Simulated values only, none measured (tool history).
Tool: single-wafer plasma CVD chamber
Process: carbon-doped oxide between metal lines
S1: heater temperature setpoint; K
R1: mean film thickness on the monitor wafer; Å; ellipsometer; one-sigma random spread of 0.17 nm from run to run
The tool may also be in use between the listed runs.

Run 1, hour 0.0: S1 648.15 K, chamber pressure (mTorr) 5130, RF power (W) 505, deposition time (s) 7.9. Result: R1 407.32 Å.
Run 2, hour 1.0: S1 648.15 K, chamber pressure (mTorr) 5130, RF power (W) 540, deposition time (s) 7.9. Result: R1 427.62 Å.
Run 3, hour 7.5: S1 648.15 K, chamber pressure (mTorr) 5130, RF power (W) 495, deposition time (s) 7.9. Result: R1 401.15 Å.
Run 4, hour 12.2: S1 647.15 K, chamber pressure (mTorr) 5250, RF power (W) 520, deposition time (s) 7.9. Result: R1 419.70 Å.
Run 5, hour 20.6: S1 647.15 K, chamber pressure (mTorr) 5680, RF power (W) 520, deposition time (s) 7.9. Result: R1 424.53 Å.
Run 6, hour 26.2: S1 647.15 K, chamber pressure (mTorr) 5680, RF power (W) 520, deposition time (s) 7.5. Result: R1 401.34 Å.
Run 7, hour 30.1: S1 647.15 K, chamber pressure (mTorr) 5700, RF power (W) 545, deposition time (s) 7.5. Result: R1 417.85 Å.

The next listed run, before its measurement:
Run 8, hour 34.7: S1 647.15 K, chamber pressure (mTorr) 5740, RF power (W) 565, deposition time (s) 7.5. Result: R1 ?.

R1: 426.03 Å

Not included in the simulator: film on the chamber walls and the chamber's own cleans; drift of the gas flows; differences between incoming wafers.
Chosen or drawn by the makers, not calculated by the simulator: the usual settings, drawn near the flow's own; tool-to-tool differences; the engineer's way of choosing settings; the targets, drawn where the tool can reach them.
